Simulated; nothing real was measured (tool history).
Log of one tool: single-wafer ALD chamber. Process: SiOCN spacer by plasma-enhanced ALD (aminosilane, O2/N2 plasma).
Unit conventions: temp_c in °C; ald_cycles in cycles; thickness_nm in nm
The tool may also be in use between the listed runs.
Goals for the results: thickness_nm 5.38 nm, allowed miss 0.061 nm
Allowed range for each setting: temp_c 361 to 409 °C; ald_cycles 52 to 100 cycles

{"run": 1, "hour": 0.0, "temp_c": 385, "ald_cycles": 76, "thickness_nm": 4.4014}
{"run": 2, "hour": 4.5, "temp_c": 385, "ald_cycles": 79, "thickness_nm": 4.5758}
{"run": 3, "hour": 12.9, "temp_c": 395, "ald_cycles": 79, "thickness_nm": 4.5613}
{"run": 4, "hour": 20.6, "temp_c": 388, "ald_cycles": 79, "thickness_nm": 4.5768}
{"run": 5, "hour": 26.9, "temp_c": 381, "ald_cycles": 79, "thickness_nm": 4.5644}
{"run": 6, "hour": 29.4, "temp_c": 375, "ald_cycles": 79, "thickness_nm": 4.5752}
{"run": 7, "hour": 35.8, "temp_c": 375, "ald_cycles": 81, "thickness_nm": 4.6841}
{"run": 8, "hour": 41.9, "temp_c": 375, "ald_cycles": 81, "thickness_nm": 4.69}
{"run": 9, "hour": 45.8, "temp_c": 375, "ald_cycles": 83, "thickness_nm": 4.7922}

Pick the move, out of 4, that brings all results within their allowed miss; only one does.
{"run": "A", "hour": 49.7, "temp_c": 368, "ald_cycles": 70, "thickness_nm": "?"}
{"run": "B", "hour": 49.7, "temp_c": 367, "ald_cycles": 93, "thickness_nm": "?"}
{"run": "C", "hour": 49.7, "temp_c": 373, "ald_cycles": 95, "thickness_nm": "?"}
{"run": "D", "hour": 49.7, "temp_c": 377, "ald_cycles": 74, "thickness_nm": "?"}

move=A thickness_nm=4.0683
move=B thickness_nm=5.405
move=C thickness_nm=5.5212
move=D thickness_nm=4.3008
A: moves away from the targets compared with the last run
B: all results in spec
C: carries the result that was furthest off beyond its target, to the other side
D: moves away from the targets compared with the last run
The right move is B.
